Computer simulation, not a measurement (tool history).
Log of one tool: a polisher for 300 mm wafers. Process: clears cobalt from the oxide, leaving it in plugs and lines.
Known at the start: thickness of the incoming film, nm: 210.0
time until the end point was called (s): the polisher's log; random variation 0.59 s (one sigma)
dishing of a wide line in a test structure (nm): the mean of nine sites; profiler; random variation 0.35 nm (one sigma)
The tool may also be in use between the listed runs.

run,hour,flow of slurry (ml/min),pressure of the wafer on the pad (psi),speed of the pad under the wafer (cm/s),overpolish time after the end point (s),time until the end point was called (s),dishing of a wide line in a test structure (nm)
1,0.0,240,1.6,86,15,55.648,27.635
2,5.0,240,1.6,72,15,66.496,25.468
3,6.5,240,1.7,72,16,62.416,27.359
4,14.8,240,2.1,72,16,50.565,30.228
5,22.0,240,2.1,72,17,51.182,30.558
6,28.9,240,2.1,72,18,50.734,30.515
7,34.1,240,2.1,72,19,50.813,31.817

Run 8 comes next. What will it give?
8,36.6,240,2.1,72,20,?,?

Run 8 gave time until the end point was called (s) 51.491, dishing of a wide line in a test structure (nm) 32.309.

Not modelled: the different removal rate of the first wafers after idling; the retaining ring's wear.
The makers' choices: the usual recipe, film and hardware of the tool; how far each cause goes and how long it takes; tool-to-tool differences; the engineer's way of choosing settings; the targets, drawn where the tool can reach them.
